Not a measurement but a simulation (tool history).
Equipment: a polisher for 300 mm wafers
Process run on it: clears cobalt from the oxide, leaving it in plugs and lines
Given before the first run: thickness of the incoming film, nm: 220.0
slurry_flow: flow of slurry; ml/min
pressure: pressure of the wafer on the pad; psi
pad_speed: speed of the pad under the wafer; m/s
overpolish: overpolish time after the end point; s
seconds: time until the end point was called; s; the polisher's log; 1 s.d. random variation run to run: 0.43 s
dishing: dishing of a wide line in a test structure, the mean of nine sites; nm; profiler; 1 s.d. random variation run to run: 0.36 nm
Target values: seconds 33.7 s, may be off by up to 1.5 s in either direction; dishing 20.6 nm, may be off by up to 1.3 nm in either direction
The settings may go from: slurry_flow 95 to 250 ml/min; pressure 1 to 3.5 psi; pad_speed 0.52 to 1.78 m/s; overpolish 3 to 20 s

run 1 hour=0 | slurry_flow=160 pressure=2.2 pad_speed=1.14 overpolish=10 | seconds=37.535 dishing=39.162
run 2 hour=7.5 | slurry_flow=160 pressure=2.2 pad_speed=1.14 overpolish=9 | seconds=38.546 dishing=35.874
run 3 hour=8.4 | slurry_flow=160 pressure=1.7 pad_speed=1.14 overpolish=9 | seconds=43.541 dishing=32.386
run 4 hour=12.9 | slurry_flow=160 pressure=1.7 pad_speed=1.18 overpolish=8 | seconds=42.209 dishing=29.018
run 5 hour=14.6 | slurry_flow=160 pressure=1.7 pad_speed=1.22 overpolish=7 | seconds=40.757 dishing=28.172
run 6 hour=19.5 | slurry_flow=160 pressure=1.3 pad_speed=1.22 overpolish=7 | seconds=47.59 dishing=23.931
run 7 hour=20.8 | slurry_flow=160 pressure=1.3 pad_speed=1.28 overpolish=6 | seconds=45.771 dishing=22.46
run 8 hour=26.6 | slurry_flow=160 pressure=1.3 pad_speed=1.32 overpolish=6 | seconds=45.1 dishing=22.931
run 9 hour=30.9 | slurry_flow=160 pressure=1.3 pad_speed=1.38 overpolish=6 | seconds=42.104 dishing=23.826
run 10 hour=33.5 | slurry_flow=160 pressure=1.3 pad_speed=1.42 overpolish=6 | seconds=42.449 dishing=24.779
run 11 hour=40.4 | slurry_flow=175 pressure=1.4 pad_speed=1.4 overpolish=6 | seconds=39.41 dishing=25.316

Pick the move, out of 5, that brings all results within their allowed miss; only one does.
run A hour=47.3 | slurry_flow=145 pressure=1.9 pad_speed=1.46 overpolish=4 | seconds=? dishing=?
run B hour=47.3 | slurry_flow=125 pressure=1.6 pad_speed=1.36 overpolish=8 | seconds=? dishing=?
run C hour=47.3 | slurry_flow=115 pressure=1.2 pad_speed=1.4 overpolish=8 | seconds=? dishing=?
run D hour=47.3 | slurry_flow=200 pressure=1 pad_speed=1.38 overpolish=5 | seconds=? dishing=?
run E hour=47.3 | slurry_flow=165 pressure=1.8 pad_speed=1.04 overpolish=9 | seconds=? dishing=?

move=A seconds=32.663 dishing=21.113
move=B seconds=39.938 dishing=31.529
move=C seconds=46.065 dishing=28.202
move=D seconds=45.672 dishing=19.183
move=E seconds=45.787 dishing=31.092
A: each result inside its tolerance
B: moves away from the targets compared with the last run
C: moves away from the targets compared with the last run
D: moves away from the targets compared with the last run
E: moves away from the targets compared with the last run
Go with A: it meets all targets.

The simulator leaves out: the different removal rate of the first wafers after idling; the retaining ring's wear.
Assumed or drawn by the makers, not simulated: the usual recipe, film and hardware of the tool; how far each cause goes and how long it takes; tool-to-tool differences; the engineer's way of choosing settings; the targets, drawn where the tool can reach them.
